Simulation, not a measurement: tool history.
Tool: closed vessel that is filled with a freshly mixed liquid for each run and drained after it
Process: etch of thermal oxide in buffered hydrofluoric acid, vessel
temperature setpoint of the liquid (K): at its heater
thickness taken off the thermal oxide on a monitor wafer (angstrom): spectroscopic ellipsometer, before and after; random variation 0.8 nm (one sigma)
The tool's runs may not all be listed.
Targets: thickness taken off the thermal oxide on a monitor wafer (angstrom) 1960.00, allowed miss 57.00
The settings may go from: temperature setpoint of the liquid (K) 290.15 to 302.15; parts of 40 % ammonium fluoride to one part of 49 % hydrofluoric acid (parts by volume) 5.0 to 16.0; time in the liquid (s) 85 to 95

run  hour  temperature setpoint of the liquid (K)  parts of 40 % ammonium fluoride to one part of 49 % hydrofluoric acid (parts by volume)  time in the liquid (s)  thickness taken off the thermal oxide on a monitor wafer (angstrom)
  1   0.0                                  294.15                                                                                      9.5                      85                                                               823.91
  2   6.2                                  295.15                                                                                      9.0                      85                                                               915.52
  3   8.4                                  295.15                                                                                      7.0                      85                                                              1151.70
  4  15.6                                  297.15                                                                                      7.0                      85                                                              1276.30
  5  20.7                                  297.15                                                                                      7.0                      95                                                              1430.80
     24.6  -- hydrofluoric acid flow meter replaced
  6  24.6                                  297.65                                                                                      7.0                      95                                                              1637.30
  7  33.0                                  298.15                                                                                      7.0                      95                                                              1701.60
  8  35.2                                  299.15                                                                                      7.0                      95                                                              1771.20
  9  43.6                                  300.15                                                                                      7.0                      95                                                              1869.60

4 next moves are on the table. One of them brings every result within its allowed miss. Which?
  A  52.0                                  299.65                                                                                      6.0                      90                                                                    ?
  B  52.0                                  299.65                                                                                      7.5                      95                                                                    ?
  C  52.0                                  299.65                                                                                      7.0                      90                                                                    ?
  D  52.0                                  298.65                                                                                      7.0                      95                                                                    ?

move  thickness taken off the thermal oxide on a monitor wafer (angstrom)
   A                                                              1989.70
   B                                                              1706.00
   C                                                              1741.00
   D                                                              1741.60
A: meets every target
B: further off than the last run
C: further off than the last run
D: further off than the last run
The right move is A.

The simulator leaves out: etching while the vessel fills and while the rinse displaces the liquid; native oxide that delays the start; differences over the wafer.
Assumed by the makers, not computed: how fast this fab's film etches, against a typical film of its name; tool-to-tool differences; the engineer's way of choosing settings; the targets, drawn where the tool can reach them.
